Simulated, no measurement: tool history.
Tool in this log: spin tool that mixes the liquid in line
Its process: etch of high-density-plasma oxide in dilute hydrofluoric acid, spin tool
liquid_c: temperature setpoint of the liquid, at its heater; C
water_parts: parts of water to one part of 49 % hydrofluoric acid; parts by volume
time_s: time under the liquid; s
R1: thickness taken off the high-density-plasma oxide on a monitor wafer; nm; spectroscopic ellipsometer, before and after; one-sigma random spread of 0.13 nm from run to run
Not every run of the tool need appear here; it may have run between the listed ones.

run 1 day=0.000 | liquid_c=26.0 water_parts=90 time_s=285 | R1=22.613
run 2 day=0.288 | liquid_c=27.0 water_parts=90 time_s=285 | R1=23.386
run 3 day=0.658 | liquid_c=27.0 water_parts=100 time_s=285 | R1=20.875
run 4 day=1.017 | liquid_c=28.0 water_parts=95 time_s=285 | R1=22.869
run 5 day=1.221 | liquid_c=31.5 water_parts=95 time_s=285 | R1=26.353
run 6 day=1.571 | liquid_c=32.0 water_parts=95 time_s=285 | R1=26.676
run 7 day=1.746 | liquid_c=32.5 water_parts=95 time_s=285 | R1=27.342

Run 8, settings as shown, results not yet in. Your forecast:
run 8 day=1.775 | liquid_c=33.5 water_parts=85 time_s=285 | R1=?

{"run 8": {"R1": 32.022}}
